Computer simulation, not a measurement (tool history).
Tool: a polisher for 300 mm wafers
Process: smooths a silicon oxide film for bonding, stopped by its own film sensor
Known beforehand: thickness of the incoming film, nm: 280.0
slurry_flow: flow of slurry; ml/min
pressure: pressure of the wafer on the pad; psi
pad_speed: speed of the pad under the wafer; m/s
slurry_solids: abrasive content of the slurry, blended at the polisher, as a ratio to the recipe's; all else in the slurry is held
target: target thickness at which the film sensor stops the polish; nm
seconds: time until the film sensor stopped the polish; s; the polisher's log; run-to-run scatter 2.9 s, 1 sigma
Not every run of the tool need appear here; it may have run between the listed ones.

run  hour  slurry_flow  pressure  pad_speed  slurry_solids  target  seconds
  1     0          155       1.8       0.82              1     233   99.623
  2   4.4          155       1.7       0.82              1     233   104.61
  3  11.1          155       1.7       0.74              1     233   113.27
  4  16.5          155       1.9       0.74              1     233   100.65
  5  24.9          155       1.9       0.58              1     233   119.17
  6    29          155       1.8       0.58              1     233   124.83

Expected results for the next run?
  7    37          155       1.7       0.58              1     233        ?

Run 7 yielded seconds 135.93 s.
